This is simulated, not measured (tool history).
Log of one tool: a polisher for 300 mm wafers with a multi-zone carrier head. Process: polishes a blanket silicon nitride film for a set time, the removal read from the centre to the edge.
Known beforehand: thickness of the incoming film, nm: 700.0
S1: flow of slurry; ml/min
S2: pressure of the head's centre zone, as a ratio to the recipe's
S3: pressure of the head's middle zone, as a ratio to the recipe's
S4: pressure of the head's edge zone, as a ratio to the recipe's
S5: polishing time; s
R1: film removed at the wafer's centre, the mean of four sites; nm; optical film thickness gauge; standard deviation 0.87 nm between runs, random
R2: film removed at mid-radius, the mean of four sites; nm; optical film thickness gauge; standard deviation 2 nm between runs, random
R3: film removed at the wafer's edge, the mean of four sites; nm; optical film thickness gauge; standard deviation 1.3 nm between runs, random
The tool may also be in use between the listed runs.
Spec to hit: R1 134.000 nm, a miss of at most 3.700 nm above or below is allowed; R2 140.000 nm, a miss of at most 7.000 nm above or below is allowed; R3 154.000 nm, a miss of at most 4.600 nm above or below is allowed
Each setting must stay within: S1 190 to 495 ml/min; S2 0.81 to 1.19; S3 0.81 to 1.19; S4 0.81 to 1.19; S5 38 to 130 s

run	hour	S1	S2	S3	S4	S5	R1	R2	R3
1	0.0	320	1.00	1.00	1.00	84	104.100	105.770	104.940
2	7.7	320	1.00	0.97	1.00	84	104.800	103.290	106.190
3	13.9	320	1.05	0.97	1.00	84	108.670	103.320	107.220
4	18.9	320	1.05	0.91	1.00	84	109.810	97.334	104.060
5	26.3	320	1.05	0.91	1.00	65	85.034	74.763	81.833
6	32.7	320	1.05	0.87	1.00	65	84.263	71.240	82.599
7	40.7	320	1.02	0.89	1.04	76	96.901	83.583	97.906
8	46.3	320	1.00	0.94	1.07	83	103.280	99.185	108.660
9	46.9	320	0.99	0.95	1.10	89	110.140	107.990	117.600
10	51.4	320	0.98	0.95	1.12	94	115.020	110.470	126.970
11	56.7	325	0.98	0.97	1.14	97	119.100	118.760	131.450

Of the 5 settings listed for the next run, only one would bring every result within its allowed miss of target. Which one?
A	62.0	315	0.92	0.96	1.13	114	?	?	?
B	62.0	280	0.93	0.89	1.16	121	?	?	?
C	62.0	325	0.93	0.91	1.11	123	?	?	?
D	62.0	280	0.89	0.91	1.19	123	?	?	?
E	62.0	390	1.19	1.11	1.01	84	?	?	?

move	R1	R2	R3
A	131.760	137.700	152.210
B	139.770	136.060	162.860
C	143.760	142.390	163.110
D	136.920	140.900	167.730
E	123.230	116.260	106.970
A: every result within its allowed miss
B: takes the biggest miss from the last run beyond its target
C: takes the biggest miss from the last run beyond its target
D: takes the biggest miss from the last run beyond its target
E: its largest miss is bigger than the last run's
Go with A: it meets all targets.
